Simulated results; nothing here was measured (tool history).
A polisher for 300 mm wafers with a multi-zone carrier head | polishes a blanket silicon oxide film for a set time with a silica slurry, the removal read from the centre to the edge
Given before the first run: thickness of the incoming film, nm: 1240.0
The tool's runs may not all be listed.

run  hour  flow of slurry (ml/min)  pressure of the head's centre zone  pressure of the head's middle zone  pressure of the head's edge zone  abrasive content of the slurry  polishing time (s)  film removed at the wafer's centre (angstrom)  film removed at mid-radius (angstrom)  film removed at the wafer's edge (angstrom)
  1   0.0                      190                                1.00                                1.00                              1.00                            1.00                  76                                         2459.4                                2493.00                                       2490.0
  2   6.8                      190                                1.00                                1.00                              1.00                            0.90                  76                                         2306.0                                2349.80                                       2296.2
  3  14.8                      185                                1.03                                0.94                              0.97                            0.75                  70                                         1963.3                                1866.40                                       1940.3
  4  18.6                      185                                1.03                                0.94                              0.97                            0.65                  70                                         1793.5                                1669.00                                       1779.1
  5  26.1                      185                                1.03                                0.88                              0.97                            0.65                  70                                         1804.8                                1608.40                                       1762.3
  6  26.9                      185                                1.03                                0.94                              0.97                            0.65                  70                                         1786.2                                1657.80                                       1756.1
     33.8  -- slurry nozzle cleaned
  7  33.8                      185                                1.03                                0.94                              0.97                            0.65                  70                                         1949.3                                1811.50                                       1886.8

Run 8 has not been measured yet. What should we expect?
  8  38.0                      180                                1.11                                0.84                              0.87                            0.50                  51                                              ?                                      ?                                            ?

{"run 8": {"film removed at the wafer's centre (angstrom)": 1261.7, "film removed at mid-radius (angstrom)": 991.15, "film removed at the wafer's edge (angstrom)": 1091.1}}

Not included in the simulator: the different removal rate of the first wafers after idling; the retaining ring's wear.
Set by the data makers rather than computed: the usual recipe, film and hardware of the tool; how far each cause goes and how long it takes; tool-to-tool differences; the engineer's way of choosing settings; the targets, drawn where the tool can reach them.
